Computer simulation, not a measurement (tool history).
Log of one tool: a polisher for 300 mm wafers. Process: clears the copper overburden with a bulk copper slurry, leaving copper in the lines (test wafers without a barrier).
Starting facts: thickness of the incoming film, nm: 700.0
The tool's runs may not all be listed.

run  hour  flow of slurry (ml/min)  pressure of the wafer on the pad (psi)  speed of the pad under the wafer (m/s)  abrasive content of the slurry  overpolish time after the end point (s)  time until the end point was called (s)  dishing of a wide line in a test structure (angstrom)
  1     0                      300                                     2.8                                    1.06                               1                                       28                                   83.119                                                 987.24
  2   8.9                      300                                       3                                    1.06                               1                                       27                                   78.034                                                 985.54
  3  15.5                      300                                     3.1                                    1.06                               1                                       27                                   76.556                                                 1006.7
  4  18.9                      300                                     3.1                                    1.06                               1                                       17                                    77.62                                                 779.58
  5  27.6                      300                                     3.2                                    1.06                               1                                       19                                   75.355                                                 868.66
  6  28.6                      300                                     3.3                                    1.06                               1                                       20                                   73.053                                                 917.32
  7  36.8                      300                                     3.4                                    1.06                               1                                       20                                   72.868                                                 909.08

Predict the results of run 8:
  8  39.2                      300                                     3.6                                    1.06                               1                                       20                                        ?                                                      ?

{"run 8": {"time until the end point was called (s)": 69.358, "dishing of a wide line in a test structure (angstrom)": 933.35}}

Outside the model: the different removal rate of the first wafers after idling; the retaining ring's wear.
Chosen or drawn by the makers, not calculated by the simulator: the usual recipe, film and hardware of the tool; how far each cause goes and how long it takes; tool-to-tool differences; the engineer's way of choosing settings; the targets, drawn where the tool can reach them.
